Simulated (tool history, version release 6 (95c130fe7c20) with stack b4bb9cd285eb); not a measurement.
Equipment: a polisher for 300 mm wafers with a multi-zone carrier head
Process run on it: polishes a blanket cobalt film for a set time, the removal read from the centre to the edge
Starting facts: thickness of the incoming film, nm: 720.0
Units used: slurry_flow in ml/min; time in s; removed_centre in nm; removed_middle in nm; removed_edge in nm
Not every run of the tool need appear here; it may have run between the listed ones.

run 1 hour=0 | slurry_flow=300 centre_zone=1 middle_zone=1 edge_zone=1 time=37 | removed_centre=125.27 removed_middle=129.61 removed_edge=133.82
run 2 hour=2.3 | slurry_flow=295 centre_zone=0.97 middle_zone=0.98 edge_zone=1 time=36 | removed_centre=120.92 removed_middle=121.48 removed_edge=132.07
run 3 hour=8.4 | slurry_flow=290 centre_zone=0.94 middle_zone=0.99 edge_zone=1.01 time=34 | removed_centre=113.64 removed_middle=117.29 removed_edge=124.18
run 4 hour=16.1 | slurry_flow=285 centre_zone=0.92 middle_zone=0.99 edge_zone=1.04 time=32 | removed_centre=99.205 removed_middle=108.96 removed_edge=119.72
run 5 hour=18.4 | slurry_flow=285 centre_zone=0.92 middle_zone=0.99 edge_zone=1.04 time=40 | removed_centre=127.69 removed_middle=138.03 removed_edge=147.4
run 6 hour=24.7 | slurry_flow=280 centre_zone=0.91 middle_zone=0.99 edge_zone=1.04 time=38 | removed_centre=118.07 removed_middle=131.55 removed_edge=139.04
run 7 hour=27.2 | slurry_flow=275 centre_zone=0.9 middle_zone=0.98 edge_zone=1.04 time=36 | removed_centre=114.2 removed_middle=124.16 removed_edge=131.65
run 8 hour=28.4 | slurry_flow=280 centre_zone=0.89 middle_zone=0.98 edge_zone=1.05 time=34 | removed_centre=105.7 removed_middle=115.81 removed_edge=127.11
run 9 hour=31.8 | slurry_flow=275 centre_zone=0.88 middle_zone=0.98 edge_zone=1.06 time=33 | removed_centre=100.43 removed_middle=112.73 removed_edge=123.15
run 10 hour=36.3 | slurry_flow=275 centre_zone=0.87 middle_zone=0.97 edge_zone=1.06 time=32 | removed_centre=94.92 removed_middle=107.76 removed_edge=119.65
run 11 hour=43.6 | slurry_flow=275 centre_zone=0.86 middle_zone=0.96 edge_zone=1.06 time=31 | removed_centre=89.308 removed_middle=102.09 removed_edge=113.24
run 12 hour=47.4 | slurry_flow=275 centre_zone=0.86 middle_zone=0.96 edge_zone=1.06 time=31 | removed_centre=92.525 removed_middle=104.62 removed_edge=115.93
run 13 hour=52.4 | slurry_flow=275 centre_zone=0.85 middle_zone=0.95 edge_zone=1.06 time=30 | removed_centre=88.27 removed_middle=99.855 removed_edge=112.78
run 14 hour=53.4 | slurry_flow=275 centre_zone=0.84 middle_zone=0.95 edge_zone=1.06 time=30 | removed_centre=88.072 removed_middle=99.281 removed_edge=111.41
run 15 hour=58.4 | slurry_flow=275 centre_zone=0.83 middle_zone=0.95 edge_zone=1.06 time=30 | removed_centre=86.976 removed_middle=97.63 removed_edge=111.81

Run 16 is up next; what results do you expect?
run 16 hour=63.3 | slurry_flow=270 centre_zone=0.83 middle_zone=0.95 edge_zone=1.06 time=30 | removed_centre=? removed_middle=? removed_edge=?

removed_centre: 86.015 nm
removed_middle: 99.582 nm
removed_edge: 111.77 nm
